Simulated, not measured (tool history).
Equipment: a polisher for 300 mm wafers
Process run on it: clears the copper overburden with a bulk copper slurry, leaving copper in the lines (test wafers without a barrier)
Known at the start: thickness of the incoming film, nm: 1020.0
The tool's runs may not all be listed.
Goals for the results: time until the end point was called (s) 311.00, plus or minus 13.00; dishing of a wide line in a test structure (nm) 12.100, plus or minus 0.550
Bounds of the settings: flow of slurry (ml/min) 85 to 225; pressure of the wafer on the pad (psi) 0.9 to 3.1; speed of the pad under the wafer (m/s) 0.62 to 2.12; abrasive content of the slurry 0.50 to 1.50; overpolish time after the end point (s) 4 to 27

run	hour	flow of slurry (ml/min)	pressure of the wafer on the pad (psi)	speed of the pad under the wafer (m/s)	abrasive content of the slurry	overpolish time after the end point (s)	time until the end point was called (s)	dishing of a wide line in a test structure (nm)
1	0.0	145	2.0	1.36	1.00	14	124.39	65.912
2	0.9	145	2.0	1.36	0.80	14	127.92	65.175
3	3.3	120	2.0	1.36	0.80	14	132.23	62.262
4	4.6	115	1.8	1.24	0.90	12	151.82	51.100
5	11.9	110	1.7	1.14	0.85	11	170.54	43.153
6	18.3	110	1.7	1.14	0.85	7	166.69	28.810
7	24.5	125	1.1	0.76	0.80	4	280.53	10.609
8	26.8	120	1.1	0.76	0.80	4	289.78	10.724
9	31.0	115	1.1	0.76	0.80	4	286.01	10.579
10	37.3	110	1.0	0.74	0.85	6	309.17	14.448
11	38.3	115	1.0	0.74	0.85	6	307.24	14.633
12	42.6	120	1.0	0.74	0.85	6	296.30	14.957
13	45.7	125	1.0	0.72	0.85	6	302.36	14.628
14	52.3	130	1.0	0.70	0.80	6	304.27	14.346
15	55.9	120	1.0	0.70	0.70	6	321.52	14.065
16	58.0	125	1.0	0.70	0.70	6	308.84	13.710
17	64.3	135	1.0	0.68	0.70	6	321.64	13.726

Consider the 4 candidate settings below. Which is the only one whose results all fall within their allowed miss of target?
A	70.6	145	1.2	0.62	0.70	5	?	?
B	70.6	130	0.9	0.66	0.65	5	?	?
C	70.6	155	0.9	0.62	0.70	5	?	?
D	70.6	150	0.9	0.64	0.70	5	?	?

move	time until the end point was called (s)	dishing of a wide line in a test structure (nm)
A	303.71	12.317
B	345.56	10.858
C	343.08	10.933
D	338.17	11.084
A: every result lands within tolerance
B: takes the biggest miss from the last run beyond its target
C: takes the biggest miss from the last run beyond its target
D: takes the biggest miss from the last run beyond its target
A meets every target.
